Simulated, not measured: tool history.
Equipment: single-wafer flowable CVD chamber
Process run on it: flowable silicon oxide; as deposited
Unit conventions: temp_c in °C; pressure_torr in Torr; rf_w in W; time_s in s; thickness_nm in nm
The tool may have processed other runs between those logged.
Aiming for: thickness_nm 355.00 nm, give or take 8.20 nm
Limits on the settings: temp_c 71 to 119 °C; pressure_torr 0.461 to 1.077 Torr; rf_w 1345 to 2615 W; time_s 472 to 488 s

{"run": 1, "hour": 0.0, "temp_c": 95, "pressure_torr": 0.769, "rf_w": 1980, "time_s": 472, "thickness_nm": 307.77}
{"run": 2, "hour": 7.8, "temp_c": 101, "pressure_torr": 0.769, "rf_w": 1980, "time_s": 472, "thickness_nm": 258.56}
{"run": 3, "hour": 9.7, "temp_c": 98, "pressure_torr": 0.77, "rf_w": 1980, "time_s": 472, "thickness_nm": 281.42}
{"run": 4, "hour": 12.9, "temp_c": 98, "pressure_torr": 0.77, "rf_w": 1980, "time_s": 488, "thickness_nm": 291.5}
{"run": 5, "hour": 20.3, "temp_c": 96, "pressure_torr": 0.77, "rf_w": 1980, "time_s": 488, "thickness_nm": 307.13}
{"run": 6, "hour": 23.6, "temp_c": 95, "pressure_torr": 0.77, "rf_w": 1980, "time_s": 488, "thickness_nm": 319.73}
{"run": 7, "hour": 31.0, "temp_c": 94, "pressure_torr": 0.77, "rf_w": 1980, "time_s": 488, "thickness_nm": 327.37}
{"run": 8, "hour": 36.0, "temp_c": 93, "pressure_torr": 0.77, "rf_w": 1980, "time_s": 488, "thickness_nm": 335.63}

Exercise: of the 5 proposed moves below, exactly one satisfies all targets within the stated allowed misses. Which move is it?
{"run": "A", "hour": 41.0, "temp_c": 91, "pressure_torr": 0.818, "rf_w": 1950, "time_s": 488, "thickness_nm": "?"}
{"run": "B", "hour": 41.0, "temp_c": 89, "pressure_torr": 0.764, "rf_w": 2080, "time_s": 488, "thickness_nm": "?"}
{"run": "C", "hour": 41.0, "temp_c": 87, "pressure_torr": 0.722, "rf_w": 1980, "time_s": 484, "thickness_nm": "?"}
{"run": "D", "hour": 41.0, "temp_c": 92, "pressure_torr": 0.772, "rf_w": 2235, "time_s": 472, "thickness_nm": "?"}
{"run": "E", "hour": 41.0, "temp_c": 94, "pressure_torr": 0.843, "rf_w": 1970, "time_s": 488, "thickness_nm": "?"}

move=A thickness_nm=379.17
move=B thickness_nm=380.27
move=C thickness_nm=373.05
move=D thickness_nm=344.15
move=E thickness_nm=357.89
A: moves the result that the last run missed by most past its target, out the other side
B: moves the result that the last run missed by most past its target, out the other side
C: moves the result that the last run missed by most past its target, out the other side
D: gains on the last run, yet a result remains outside its allowed miss
E: in spec on every target
So the answer is move E, the one that meets all the targets.
